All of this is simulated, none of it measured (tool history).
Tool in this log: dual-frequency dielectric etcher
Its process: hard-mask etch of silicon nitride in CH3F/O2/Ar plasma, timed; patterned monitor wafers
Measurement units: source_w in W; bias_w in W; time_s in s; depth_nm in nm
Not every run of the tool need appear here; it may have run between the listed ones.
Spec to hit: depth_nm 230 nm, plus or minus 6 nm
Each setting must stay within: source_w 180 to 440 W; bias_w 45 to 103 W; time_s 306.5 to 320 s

| run | hour | source_w | bias_w | time_s | depth_nm |
|---|---|---|---|---|---|
| 1 | 0 | 310 | 74 | 306.5 | 196.44 |
| 2 | 4.4 | 310 | 74 | 320 | 205.1 |
| 3 | 12.2 | 320 | 75 | 320 | 208.05 |
| 4 | 20.1 | 270 | 75 | 320 | 200.21 |
| 5 | 21.8 | 310 | 75 | 320 | 206.07 |
| 6 | 28.7 | 310 | 75 | 306.5 | 198.27 |
| 7 | 32.9 | 370 | 83 | 309 | 215.73 |
| 8 | 35 | 380 | 84 | 309.5 | 218.09 |
| 9 | 41.6 | 380 | 85 | 310 | 217.57 |
| 10 | 48.9 | 380 | 86 | 310.5 | 220.08 |
| 11 | 54 | 380 | 87 | 311 | 221.72 |
| 12 | 62.2 | 380 | 88 | 311 | 223.78 |

Which single option among these 5 for the next run brings every result within its allowed miss of target? Just one does.
| A | 70.4 | 380 | 81 | 308 | ? |
| B | 70.4 | 390 | 84 | 320 | ? |
| C | 70.4 | 390 | 87 | 306.5 | ? |
| D | 70.4 | 380 | 78 | 320 | ? |
| E | 70.4 | 390 | 71 | 312.5 | ? |

| move | depth_nm |
|---|---|
| A | 215.48 |
| B | 227.66 |
| C | 219.91 |
| D | 221.91 |
| E | 213.9 |
A: moves away from the targets compared with the last run
B: in spec on every target
C: moves away from the targets compared with the last run
D: moves away from the targets compared with the last run
E: moves away from the targets compared with the last run
B is the move that brings every result within its allowed miss.
